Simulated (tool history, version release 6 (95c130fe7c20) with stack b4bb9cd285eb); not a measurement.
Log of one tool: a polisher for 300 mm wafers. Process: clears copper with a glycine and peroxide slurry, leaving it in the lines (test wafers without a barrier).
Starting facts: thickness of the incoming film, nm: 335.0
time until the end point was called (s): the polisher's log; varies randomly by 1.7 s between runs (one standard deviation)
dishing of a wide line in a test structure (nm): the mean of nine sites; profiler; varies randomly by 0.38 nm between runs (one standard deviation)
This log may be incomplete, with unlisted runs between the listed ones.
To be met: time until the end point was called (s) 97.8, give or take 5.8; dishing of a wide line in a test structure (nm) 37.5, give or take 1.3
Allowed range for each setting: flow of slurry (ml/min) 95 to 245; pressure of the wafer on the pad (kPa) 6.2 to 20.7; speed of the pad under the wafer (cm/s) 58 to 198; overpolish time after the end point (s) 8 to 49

run    day  flow of slurry (ml/min)  pressure of the wafer on the pad (kPa)  speed of the pad under the wafer (cm/s)  overpolish time after the end point (s)  time until the end point was called (s)  dishing of a wide line in a test structure (nm)
  1      0                      155                                    13.1                                      128                                       25                                   75.733                                           61.168
  2  0.079                      155                                      11                                      128                                       25                                   83.391                                           55.493
  3  0.346                      160                                    10.3                                      128                                       24                                   87.518                                           52.421
  4    0.7                      160                                     9.7                                      128                                       23                                   90.129                                           50.161
  5  0.746                      180                                     9.7                                      128                                       23                                   90.678                                           49.626
  6  1.067                      180                                     9.7                                      128                                       22                                    87.78                                           49.171
  7    1.2                      180                                     9.7                                      128                                       22                                   87.394                                           48.986
  8  1.246                      180                                       9                                      128                                       21                                   92.148                                           45.859
  9  1.275                      180                                       9                                      128                                       20                                   92.562                                           43.417

Consider the 4 candidate settings below. Which is the only one whose results all fall within their allowed miss of target?
  A  1.304                      135                                     8.3                                      146                                       27                                        ?                                                ?
  B  1.304                      195                                    10.3                                      122                                       17                                        ?                                                ?
  C  1.304                      175                                       9                                      138                                       16                                        ?                                                ?
  D  1.304                      205                                    12.4                                       92                                       17                                        ?                                                ?

move  time until the end point was called (s)  dishing of a wide line in a test structure (nm)
   A                                    94.36                                           55.139
   B                                   89.536                                           40.297
   C                                   89.825                                           37.902
   D                                   98.911                                            37.49
A: further off than the last run
B: an improvement on the last run, though not all results are within tolerance
C: gets the furthest-off result to its target, but another result is out of tolerance
D: all results in spec
Correct choice: D, which meets every target
